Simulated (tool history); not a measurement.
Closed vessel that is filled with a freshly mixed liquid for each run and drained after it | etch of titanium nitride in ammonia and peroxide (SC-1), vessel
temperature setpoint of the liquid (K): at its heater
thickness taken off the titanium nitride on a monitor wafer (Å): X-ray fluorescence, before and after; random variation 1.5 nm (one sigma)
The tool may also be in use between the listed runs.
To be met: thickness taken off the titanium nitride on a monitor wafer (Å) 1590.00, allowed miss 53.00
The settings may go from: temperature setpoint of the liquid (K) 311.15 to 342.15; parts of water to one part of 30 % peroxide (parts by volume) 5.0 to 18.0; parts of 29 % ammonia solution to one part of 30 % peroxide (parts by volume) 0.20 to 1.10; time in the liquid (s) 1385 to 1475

run	hour	temperature setpoint of the liquid (K)	parts of water to one part of 30 % peroxide (parts by volume)	parts of 29 % ammonia solution to one part of 30 % peroxide (parts by volume)	time in the liquid (s)	thickness taken off the titanium nitride on a monitor wafer (Å)
1	0.0	326.15	10.0	0.60	1385	804.43
2	4.3	326.15	10.0	0.45	1385	774.10
3	10.0	326.15	10.0	0.45	1385	777.15
4	11.5	328.15	10.0	0.45	1385	886.95
5	18.3	328.15	12.5	0.45	1385	775.41
6	25.2	328.15	14.0	0.45	1385	735.70
7	26.0	328.15	14.0	0.45	1385	751.88
8	28.4	330.15	14.0	0.45	1385	843.78
9	32.9	331.65	14.0	0.45	1385	938.07
10	39.6	333.15	14.0	0.45	1385	1022.90
11	42.1	334.15	14.0	0.45	1385	1111.10

4 next moves are on the table. One of them brings every result within its allowed miss. Which?
A	44.6	336.65	17.0	0.80	1385	?
B	44.6	337.65	11.0	0.55	1475	?
C	44.6	338.65	18.0	0.70	1460	?
D	44.6	340.15	14.5	0.30	1475	?

move	thickness taken off the titanium nitride on a monitor wafer (Å)
A	1305.20
B	1752.20
C	1479.90
D	1583.90
A: nearer than the last run, and not there yet
B: takes the result that was furthest off past its target
C: nearer than the last run, and not there yet
D: meets every target
The right move is D.

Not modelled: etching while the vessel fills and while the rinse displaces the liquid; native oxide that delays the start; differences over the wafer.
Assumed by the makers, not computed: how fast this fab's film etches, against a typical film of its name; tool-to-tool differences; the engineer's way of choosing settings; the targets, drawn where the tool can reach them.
